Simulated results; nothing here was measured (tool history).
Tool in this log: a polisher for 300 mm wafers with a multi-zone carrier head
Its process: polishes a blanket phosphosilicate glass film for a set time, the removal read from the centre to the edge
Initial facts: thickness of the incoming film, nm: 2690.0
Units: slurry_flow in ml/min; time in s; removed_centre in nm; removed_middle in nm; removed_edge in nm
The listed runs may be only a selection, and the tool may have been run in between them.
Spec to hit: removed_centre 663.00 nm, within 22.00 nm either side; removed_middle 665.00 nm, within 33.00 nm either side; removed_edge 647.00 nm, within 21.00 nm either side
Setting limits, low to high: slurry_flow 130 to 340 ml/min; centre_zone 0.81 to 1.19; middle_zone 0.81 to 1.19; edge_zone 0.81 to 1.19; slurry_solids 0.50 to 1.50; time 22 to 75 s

{"run": 1, "hour": 0.0, "slurry_flow": 220, "centre_zone": 1.0, "middle_zone": 1.0, "edge_zone": 1.0, "slurry_solids": 1.0, "time": 48, "removed_centre": 380.36, "removed_middle": 388.26, "removed_edge": 384.76}
{"run": 2, "hour": 5.7, "slurry_flow": 195, "centre_zone": 1.0, "middle_zone": 1.0, "edge_zone": 1.0, "slurry_solids": 1.0, "time": 48, "removed_centre": 370.03, "removed_middle": 365.29, "removed_edge": 371.03}
{"run": 3, "hour": 11.8, "slurry_flow": 210, "centre_zone": 1.01, "middle_zone": 1.01, "edge_zone": 1.02, "slurry_solids": 1.05, "time": 49, "removed_centre": 396.86, "removed_middle": 404.87, "removed_edge": 389.5}
{"run": 4, "hour": 15.7, "slurry_flow": 220, "centre_zone": 1.01, "middle_zone": 0.99, "edge_zone": 1.02, "slurry_solids": 1.1, "time": 51, "removed_centre": 424.92, "removed_middle": 423.93, "removed_edge": 424.35}
{"run": 5, "hour": 18.1, "slurry_flow": 230, "centre_zone": 1.01, "middle_zone": 0.99, "edge_zone": 1.03, "slurry_solids": 1.15, "time": 52, "removed_centre": 442.38, "removed_middle": 440.19, "removed_edge": 438.8}
{"run": 6, "hour": 22.8, "slurry_flow": 235, "centre_zone": 1.01, "middle_zone": 0.99, "edge_zone": 1.04, "slurry_solids": 1.2, "time": 53, "removed_centre": 453.03, "removed_middle": 447.04, "removed_edge": 452.25}
{"run": 7, "hour": 31.1, "slurry_flow": 240, "centre_zone": 1.01, "middle_zone": 1.0, "edge_zone": 1.04, "slurry_solids": 1.25, "time": 54, "removed_centre": 481.98, "removed_middle": 474.1, "removed_edge": 472.89}
{"run": 8, "hour": 35.7, "slurry_flow": 245, "centre_zone": 1.01, "middle_zone": 1.01, "edge_zone": 1.05, "slurry_solids": 1.3, "time": 55, "removed_centre": 495.83, "removed_middle": 484.05, "removed_edge": 484.78}
{"run": 9, "hour": 39.0, "slurry_flow": 250, "centre_zone": 1.01, "middle_zone": 1.02, "edge_zone": 1.05, "slurry_solids": 1.3, "time": 56, "removed_centre": 505.19, "removed_middle": 493.12, "removed_edge": 497.77}
{"run": 10, "hour": 41.4, "slurry_flow": 250, "centre_zone": 1.01, "middle_zone": 1.03, "edge_zone": 1.05, "slurry_solids": 1.3, "time": 57, "removed_centre": 507.01, "removed_middle": 506.24, "removed_edge": 512.39}
{"run": 11, "hour": 46.6, "slurry_flow": 255, "centre_zone": 1.02, "middle_zone": 1.04, "edge_zone": 1.04, "slurry_solids": 1.3, "time": 58, "removed_centre": 527.65, "removed_middle": 543.56, "removed_edge": 508.3}
{"run": 12, "hour": 51.5, "slurry_flow": 255, "centre_zone": 1.02, "middle_zone": 1.04, "edge_zone": 1.05, "slurry_solids": 1.3, "time": 59, "removed_centre": 520.01, "removed_middle": 543.22, "removed_edge": 524.48}
{"run": 13, "hour": 59.0, "slurry_flow": 255, "centre_zone": 1.02, "middle_zone": 1.04, "edge_zone": 1.05, "slurry_solids": 1.3, "time": 59, "removed_centre": 526.31, "removed_middle": 535.27, "removed_edge": 521.34}
{"run": 14, "hour": 62.3, "slurry_flow": 270, "centre_zone": 1.08, "middle_zone": 1.1, "edge_zone": 1.15, "slurry_solids": 1.5, "time": 63, "removed_centre": 633.16, "removed_middle": 632.66, "removed_edge": 617.81}

Exercise: of the 4 proposed moves below, exactly one satisfies all targets within the stated allowed misses. Which move is it?
{"run": "A", "hour": 65.6, "slurry_flow": 255, "centre_zone": 1.08, "middle_zone": 1.14, "edge_zone": 1.03, "slurry_solids": 1.5, "time": 59, "removed_centre": "?", "removed_middle": "?", "removed_edge": "?"}
{"run": "B", "hour": 65.6, "slurry_flow": 275, "centre_zone": 0.98, "middle_zone": 0.93, "edge_zone": 1.19, "slurry_solids": 1.5, "time": 65, "removed_centre": "?", "removed_middle": "?", "removed_edge": "?"}
{"run": "C", "hour": 65.6, "slurry_flow": 265, "centre_zone": 1.1, "middle_zone": 1.1, "edge_zone": 1.16, "slurry_solids": 1.5, "time": 66, "removed_centre": "?", "removed_middle": "?", "removed_edge": "?"}
{"run": "D", "hour": 65.6, "slurry_flow": 260, "centre_zone": 1.04, "middle_zone": 1.13, "edge_zone": 1.19, "slurry_solids": 1.5, "time": 65, "removed_centre": "?", "removed_middle": "?", "removed_edge": "?"}

move=A removed_centre=577.07 removed_middle=608.07 removed_edge=547.59
move=B removed_centre=597.07 removed_middle=573.91 removed_edge=644.33
move=C removed_centre=657.57 removed_middle=663.55 removed_edge=644.04
move=D removed_centre=619.86 removed_middle=666.64 removed_edge=639.53
A: moves away from the targets compared with the last run
B: corrects the largest miss of the last run, while another result sits out of spec
C: all results land within tolerance of their targets
D: corrects the largest miss of the last run, while another result sits out of spec
Move C is the one to make.
